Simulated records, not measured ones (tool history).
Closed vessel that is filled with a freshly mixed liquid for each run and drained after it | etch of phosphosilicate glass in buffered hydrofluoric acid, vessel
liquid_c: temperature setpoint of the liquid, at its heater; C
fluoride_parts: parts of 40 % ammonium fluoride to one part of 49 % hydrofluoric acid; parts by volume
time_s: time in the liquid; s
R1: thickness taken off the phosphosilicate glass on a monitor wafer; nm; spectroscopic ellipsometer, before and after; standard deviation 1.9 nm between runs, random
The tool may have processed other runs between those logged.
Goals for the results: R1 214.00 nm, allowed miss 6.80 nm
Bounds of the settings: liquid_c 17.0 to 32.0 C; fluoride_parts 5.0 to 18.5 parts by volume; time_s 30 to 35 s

run 1 hour=0.0 | liquid_c=24.0 fluoride_parts=11.5 time_s=35 | R1=128.95
run 2 hour=7.6 | liquid_c=25.5 fluoride_parts=11.5 time_s=35 | R1=140.00
run 3 hour=14.2 | liquid_c=26.5 fluoride_parts=11.5 time_s=35 | R1=147.43
run 4 hour=20.9 | liquid_c=26.5 fluoride_parts=11.5 time_s=35 | R1=147.57
run 5 hour=29.7 | liquid_c=27.5 fluoride_parts=11.5 time_s=35 | R1=155.57
run 6 hour=37.6 | liquid_c=26.0 fluoride_parts=11.5 time_s=35 | R1=143.59
run 7 hour=41.2 | liquid_c=27.0 fluoride_parts=11.5 time_s=35 | R1=148.91
run 8 hour=49.5 | liquid_c=27.0 fluoride_parts=11.5 time_s=35 | R1=149.80
run 9 hour=54.0 | liquid_c=28.0 fluoride_parts=11.0 time_s=35 | R1=166.93
run 10 hour=57.3 | liquid_c=28.5 fluoride_parts=11.0 time_s=35 | R1=171.24
run 11 hour=64.7 | liquid_c=29.0 fluoride_parts=11.0 time_s=35 | R1=173.42
run 12 hour=73.6 | liquid_c=29.5 fluoride_parts=11.0 time_s=35 | R1=177.24
-- hour=82.9 thermometer replaced
run 13 hour=82.9 | liquid_c=30.0 fluoride_parts=11.0 time_s=35 | R1=163.23
run 14 hour=91.6 | liquid_c=32.0 fluoride_parts=7.5 time_s=35 | R1=258.69
run 15 hour=96.6 | liquid_c=31.0 fluoride_parts=7.5 time_s=35 | R1=249.11
run 16 hour=100.1 | liquid_c=30.5 fluoride_parts=7.5 time_s=35 | R1=242.09
run 17 hour=105.8 | liquid_c=30.0 fluoride_parts=7.5 time_s=35 | R1=234.85

5 candidate next runs follow, results not yet known. Just one meets every target within its allowed miss. Identify it.
run A hour=111.5 | liquid_c=28.5 fluoride_parts=8.0 time_s=35 | R1=?
run B hour=111.5 | liquid_c=32.0 fluoride_parts=10.0 time_s=35 | R1=?
run C hour=111.5 | liquid_c=29.5 fluoride_parts=7.0 time_s=30 | R1=?
run D hour=111.5 | liquid_c=29.5 fluoride_parts=8.5 time_s=35 | R1=?
run E hour=111.5 | liquid_c=24.5 fluoride_parts=6.5 time_s=35 | R1=?

move=A R1=203.34
move=B R1=201.20
move=C R1=212.20
move=D R1=200.73
move=E R1=202.16
A: the result that was furthest off in the last run now lies on the other side of its target
B: the result that was furthest off in the last run now lies on the other side of its target
C: in spec on every target
D: the result that was furthest off in the last run now lies on the other side of its target
E: the result that was furthest off in the last run now lies on the other side of its target
The move that meets every target is C.

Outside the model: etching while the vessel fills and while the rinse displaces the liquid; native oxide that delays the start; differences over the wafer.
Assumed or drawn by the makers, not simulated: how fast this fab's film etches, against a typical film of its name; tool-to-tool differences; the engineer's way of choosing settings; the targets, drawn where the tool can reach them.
